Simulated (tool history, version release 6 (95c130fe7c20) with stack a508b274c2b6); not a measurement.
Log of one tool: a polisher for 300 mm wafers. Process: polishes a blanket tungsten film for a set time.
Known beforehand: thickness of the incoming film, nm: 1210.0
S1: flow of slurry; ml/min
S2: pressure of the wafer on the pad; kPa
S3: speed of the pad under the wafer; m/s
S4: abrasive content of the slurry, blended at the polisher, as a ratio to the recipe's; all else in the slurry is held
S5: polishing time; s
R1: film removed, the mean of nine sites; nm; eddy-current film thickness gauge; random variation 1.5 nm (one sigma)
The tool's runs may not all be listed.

run	day	S1	S2	S3	S4	S5	R1
1	0	190	23.4	1.18	1	46	192.14
2	0.088	190	22.1	1.18	1	46	182.77
3	0.246	190	21.4	1.18	1	46	177.91
4	0.5	230	21.4	1.18	1	46	182.95
5	0.862	230	20.7	1.18	1	46	177.95
6	1.025	230	24.8	1.18	1	46	209.53
7	1.112	230	23.4	1.18	1	46	198.73

Run 8, settings as shown, results not yet in. Your forecast:
8	1.158	230	22.1	1.18	1	46	?

{"run 8": {"R1": 187.82}}
